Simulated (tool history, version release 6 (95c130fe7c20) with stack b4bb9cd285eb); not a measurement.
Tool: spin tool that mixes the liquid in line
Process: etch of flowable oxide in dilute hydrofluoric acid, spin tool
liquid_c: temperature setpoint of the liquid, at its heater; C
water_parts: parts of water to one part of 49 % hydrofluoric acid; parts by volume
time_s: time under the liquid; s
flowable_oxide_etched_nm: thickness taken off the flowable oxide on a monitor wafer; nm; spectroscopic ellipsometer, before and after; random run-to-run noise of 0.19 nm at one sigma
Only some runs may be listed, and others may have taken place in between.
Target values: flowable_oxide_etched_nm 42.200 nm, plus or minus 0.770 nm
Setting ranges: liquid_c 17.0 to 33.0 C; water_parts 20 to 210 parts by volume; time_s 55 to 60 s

{"run": 1, "hour": 0.0, "liquid_c": 25.0, "water_parts": 115, "time_s": 55, "flowable_oxide_etched_nm": 20.67}
{"run": 2, "hour": 3.2, "liquid_c": 27.5, "water_parts": 115, "time_s": 55, "flowable_oxide_etched_nm": 22.638}
{"run": 3, "hour": 7.2, "liquid_c": 28.5, "water_parts": 110, "time_s": 55, "flowable_oxide_etched_nm": 24.685}
{"run": 4, "hour": 10.9, "liquid_c": 29.0, "water_parts": 105, "time_s": 55, "flowable_oxide_etched_nm": 26.345}
{"run": 5, "hour": 15.7, "liquid_c": 29.5, "water_parts": 100, "time_s": 55, "flowable_oxide_etched_nm": 28.345}
{"run": 6, "hour": 18.1, "liquid_c": 29.5, "water_parts": 100, "time_s": 60, "flowable_oxide_etched_nm": 31.189}
{"run": 7, "hour": 26.3, "liquid_c": 30.0, "water_parts": 95, "time_s": 60, "flowable_oxide_etched_nm": 33.529}
{"hour": 29.8, "done": "thermometer replaced"}
{"run": 8, "hour": 29.8, "liquid_c": 30.5, "water_parts": 95, "time_s": 60, "flowable_oxide_etched_nm": 32.606}
{"run": 9, "hour": 32.6, "liquid_c": 31.0, "water_parts": 90, "time_s": 60, "flowable_oxide_etched_nm": 35.238}

Which of these 4 next moves meets every target?
{"run": "A", "hour": 35.4, "liquid_c": 32.5, "water_parts": 85, "time_s": 60, "flowable_oxide_etched_nm": "?"}
{"run": "B", "hour": 35.4, "liquid_c": 30.5, "water_parts": 75, "time_s": 60, "flowable_oxide_etched_nm": "?"}
{"run": "C", "hour": 35.4, "liquid_c": 31.0, "water_parts": 80, "time_s": 60, "flowable_oxide_etched_nm": "?"}
{"run": "D", "hour": 35.4, "liquid_c": 27.5, "water_parts": 65, "time_s": 60, "flowable_oxide_etched_nm": "?"}

move=A flowable_oxide_etched_nm=39.657
move=B flowable_oxide_etched_nm=42.320
move=C flowable_oxide_etched_nm=40.135
move=D flowable_oxide_etched_nm=44.095
A: closes in on the targets versus the last run, not all within tolerance yet
B: meets every target
C: closes in on the targets versus the last run, not all within tolerance yet
D: takes the result that was furthest off past its target
Go with B: it meets all targets.
